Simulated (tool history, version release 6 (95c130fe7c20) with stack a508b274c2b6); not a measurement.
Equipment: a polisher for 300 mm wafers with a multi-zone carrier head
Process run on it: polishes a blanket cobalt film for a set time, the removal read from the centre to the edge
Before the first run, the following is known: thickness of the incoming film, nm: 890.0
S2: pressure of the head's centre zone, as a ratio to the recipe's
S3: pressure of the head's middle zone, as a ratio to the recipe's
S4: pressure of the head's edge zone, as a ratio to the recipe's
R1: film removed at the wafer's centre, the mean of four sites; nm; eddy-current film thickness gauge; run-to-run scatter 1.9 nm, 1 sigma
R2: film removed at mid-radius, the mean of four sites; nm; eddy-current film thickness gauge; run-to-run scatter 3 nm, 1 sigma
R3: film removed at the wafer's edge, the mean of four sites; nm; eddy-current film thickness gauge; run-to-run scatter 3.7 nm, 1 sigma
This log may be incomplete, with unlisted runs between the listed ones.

Run 1, hour 0.0: flow of slurry (ml/min) 285, S2 1.00, S3 1.00, S4 1.00, polishing time (s) 45. Result: R1 214.34 nm, R2 210.20 nm, R3 212.62 nm.
Run 2, hour 5.2: flow of slurry (ml/min) 285, S2 1.00, S3 1.00, S4 1.08, polishing time (s) 45. Result: R1 214.14 nm, R2 211.10 nm, R3 219.89 nm.
Run 3, hour 10.7: flow of slurry (ml/min) 290, S2 0.99, S3 1.03, S4 1.10, polishing time (s) 47. Result: R1 220.25 nm, R2 225.66 nm, R3 233.39 nm.
Run 4, hour 12.6: flow of slurry (ml/min) 290, S2 0.99, S3 1.08, S4 1.10, polishing time (s) 47. Result: R1 222.72 nm, R2 232.35 nm, R3 228.06 nm.
Run 5, hour 18.2: flow of slurry (ml/min) 290, S2 0.99, S3 1.08, S4 1.10, polishing time (s) 58. Result: R1 273.22 nm, R2 288.31 nm, R3 283.57 nm.
Run 6, hour 26.8: flow of slurry (ml/min) 290, S2 0.95, S3 1.08, S4 1.10, polishing time (s) 58. Result: R1 262.25 nm, R2 285.12 nm, R3 283.81 nm.
Run 7, hour 31.2: flow of slurry (ml/min) 295, S2 0.94, S3 1.10, S4 1.11, polishing time (s) 58. Result: R1 259.99 nm, R2 298.34 nm, R3 294.47 nm.

The next listed run, before its measurement:
Run 8, hour 32.7: flow of slurry (ml/min) 300, S2 0.94, S3 1.11, S4 1.11, polishing time (s) 58. Result: R1 ?, R2 ?, R3 ?.

{"run 8": {"R1": 257.38, "R2": 299.96, "R3": 286.44}}
